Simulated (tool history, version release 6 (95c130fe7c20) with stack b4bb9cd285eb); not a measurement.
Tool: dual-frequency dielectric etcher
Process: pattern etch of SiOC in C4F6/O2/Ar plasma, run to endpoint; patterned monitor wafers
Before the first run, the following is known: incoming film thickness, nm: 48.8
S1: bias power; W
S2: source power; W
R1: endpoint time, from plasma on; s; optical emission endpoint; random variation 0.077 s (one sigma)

run 1 day=0 | S1=363 S2=470 | R1=15.873
run 2 day=0.167 | S1=375 S2=470 | R1=15.673
run 3 day=0.412 | S1=375 S2=560 | R1=14.31
run 4 day=0.729 | S1=375 S2=480 | R1=15.441
-- day=0.962 source power generator calibrated
run 5 day=0.962 | S1=375 S2=410 | R1=16.673
run 6 day=1.275 | S1=386 S2=420 | R1=16.065
run 7 day=1.492 | S1=459 S2=440 | R1=14.845
run 8 day=1.8 | S1=463 S2=440 | R1=14.864
run 9 day=2.033 | S1=467 S2=440 | R1=14.792
run 10 day=2.288 | S1=471 S2=440 | R1=14.618
run 11 day=2.654 | S1=474 S2=440 | R1=14.731
run 12 day=2.704 | S1=474 S2=440 | R1=14.623

What does the tool deliver on the next run?
run 13 day=2.975 | S1=477 S2=440 | R1=?

Run 13 yielded R1 14.77 s.
